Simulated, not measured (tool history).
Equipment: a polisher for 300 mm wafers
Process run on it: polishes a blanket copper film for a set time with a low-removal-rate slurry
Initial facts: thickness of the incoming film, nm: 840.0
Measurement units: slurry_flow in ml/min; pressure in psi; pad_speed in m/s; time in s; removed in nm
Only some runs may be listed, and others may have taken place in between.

run	hour	slurry_flow	pressure	pad_speed	slurry_solids	time	removed
1	0.0	140	1.6	0.94	1.0	17	29.207
2	7.8	140	1.6	0.94	1.0	15	25.312
3	11.0	155	1.8	0.94	1.0	15	28.235
4	17.9	140	1.8	0.94	1.0	15	27.640
5	18.9	155	2.0	0.98	1.0	15	31.571
6	24.1	155	2.2	1.02	1.0	15	35.157
7	24.9	160	2.3	1.04	1.0	15	37.319
8	26.7	170	2.6	1.10	1.0	15	44.014

What does the tool deliver on the next run?
9	28.9	170	2.6	1.12	1.0	15	?

{"run 9": {"removed": 44.758}}
